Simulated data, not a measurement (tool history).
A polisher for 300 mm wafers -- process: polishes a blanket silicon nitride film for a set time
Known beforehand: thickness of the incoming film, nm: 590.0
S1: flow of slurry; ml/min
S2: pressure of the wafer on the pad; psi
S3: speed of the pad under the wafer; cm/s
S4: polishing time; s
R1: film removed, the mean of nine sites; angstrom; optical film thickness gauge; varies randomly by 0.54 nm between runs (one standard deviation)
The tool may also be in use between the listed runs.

Run 1, hour 0.0: S1 230 ml/min, S2 4.1 psi, S3 88 cm/s, S4 52 s. Result: R1 882.65 angstrom.
Run 2, hour 7.0: S1 195 ml/min, S2 4.1 psi, S3 88 cm/s, S4 52 s. Result: R1 868.61 angstrom.
Run 3, hour 13.4: S1 195 ml/min, S2 3.8 psi, S3 88 cm/s, S4 52 s. Result: R1 814.44 angstrom.
Run 4, hour 20.8: S1 195 ml/min, S2 3.6 psi, S3 88 cm/s, S4 52 s. Result: R1 776.08 angstrom.
Run 5, hour 23.2: S1 195 ml/min, S2 3.4 psi, S3 88 cm/s, S4 52 s. Result: R1 733.33 angstrom.
Run 6, hour 28.6: S1 195 ml/min, S2 4.2 psi, S3 88 cm/s, S4 52 s. Result: R1 894.26 angstrom.

Run 7 is up next; what results do you expect?
Run 7, hour 29.3: S1 195 ml/min, S2 3.8 psi, S3 88 cm/s, S4 52 s. Result: R1 ?.

{"run 7": {"R1": 807.95}}
